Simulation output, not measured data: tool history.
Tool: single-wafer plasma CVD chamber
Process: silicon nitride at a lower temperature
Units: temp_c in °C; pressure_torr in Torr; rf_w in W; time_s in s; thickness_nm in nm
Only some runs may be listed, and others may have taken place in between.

{"run": 1, "hour": 0.0, "temp_c": 330, "pressure_torr": 2.03, "rf_w": 345, "time_s": 45, "thickness_nm": 55.07}
{"run": 2, "hour": 4.8, "temp_c": 330, "pressure_torr": 1.96, "rf_w": 340, "time_s": 45, "thickness_nm": 54.457}
{"run": 3, "hour": 11.4, "temp_c": 330, "pressure_torr": 1.96, "rf_w": 360, "time_s": 45, "thickness_nm": 55.664}
{"run": 4, "hour": 19.6, "temp_c": 340, "pressure_torr": 1.96, "rf_w": 360, "time_s": 45, "thickness_nm": 55.615}
{"run": 5, "hour": 20.1, "temp_c": 347, "pressure_torr": 1.96, "rf_w": 360, "time_s": 45, "thickness_nm": 55.238}
{"run": 6, "hour": 24.4, "temp_c": 347, "pressure_torr": 1.89, "rf_w": 355, "time_s": 45, "thickness_nm": 54.611}
{"run": 7, "hour": 32.1, "temp_c": 347, "pressure_torr": 1.84, "rf_w": 350, "time_s": 45, "thickness_nm": 53.745}
{"run": 8, "hour": 35.8, "temp_c": 347, "pressure_torr": 1.79, "rf_w": 345, "time_s": 45, "thickness_nm": 52.99}

Forecast run 9:
{"run": 9, "hour": 44.1, "temp_c": 347, "pressure_torr": 1.74, "rf_w": 340, "time_s": 45, "thickness_nm": "?"}

Run 9 gave thickness_nm 52.141 nm.

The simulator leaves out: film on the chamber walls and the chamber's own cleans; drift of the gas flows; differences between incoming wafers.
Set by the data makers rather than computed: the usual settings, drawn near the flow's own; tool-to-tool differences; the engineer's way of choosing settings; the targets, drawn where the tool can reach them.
